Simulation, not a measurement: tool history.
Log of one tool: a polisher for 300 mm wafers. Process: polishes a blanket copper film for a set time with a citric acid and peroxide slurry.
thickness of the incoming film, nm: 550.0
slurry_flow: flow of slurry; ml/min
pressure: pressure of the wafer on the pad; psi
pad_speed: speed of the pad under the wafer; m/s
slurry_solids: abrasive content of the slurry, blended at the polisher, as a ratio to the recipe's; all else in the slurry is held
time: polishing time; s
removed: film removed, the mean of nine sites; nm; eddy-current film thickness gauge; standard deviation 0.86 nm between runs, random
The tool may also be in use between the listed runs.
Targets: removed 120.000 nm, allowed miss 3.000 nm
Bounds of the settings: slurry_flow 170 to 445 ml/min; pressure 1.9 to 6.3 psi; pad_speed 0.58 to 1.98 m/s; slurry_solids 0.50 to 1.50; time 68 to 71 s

run,hour,slurry_flow,pressure,pad_speed,slurry_solids,time,removed
1,0.0,285,4.1,1.28,1.00,68,235.140
2,7.7,285,4.1,1.28,1.00,71,247.550
3,15.7,285,3.6,1.22,1.00,71,211.790
4,19.3,285,3.2,1.18,1.00,71,179.870
5,27.9,245,3.2,1.18,1.00,71,179.500
6,35.4,245,3.2,1.36,1.00,71,203.510
7,38.1,240,2.9,1.30,1.00,71,180.030
8,45.9,230,1.9,1.06,1.00,71,99.967
9,47.2,240,2.0,1.06,1.00,71,103.650
10,50.5,240,2.1,1.06,1.00,71,108.000
11,56.9,245,2.2,1.06,1.00,71,114.730

Next run, 5 choices. One meets every target within its allowed miss, the rest don't. Which?
A,63.3,245,1.9,1.28,0.80,71,?
B,63.3,230,2.2,1.16,1.05,68,?
C,63.3,280,2.4,1.00,0.80,71,?
D,63.3,220,2.3,0.94,1.30,71,?
E,63.3,300,2.3,1.00,1.15,68,?

move,removed
A,112.830
B,118.400
C,112.670
D,110.220
E,111.320
A: misses by more than the last run did
B: in spec on every target
C: misses by more than the last run did
D: misses by more than the last run did
E: misses by more than the last run did
Move B is the one to make.

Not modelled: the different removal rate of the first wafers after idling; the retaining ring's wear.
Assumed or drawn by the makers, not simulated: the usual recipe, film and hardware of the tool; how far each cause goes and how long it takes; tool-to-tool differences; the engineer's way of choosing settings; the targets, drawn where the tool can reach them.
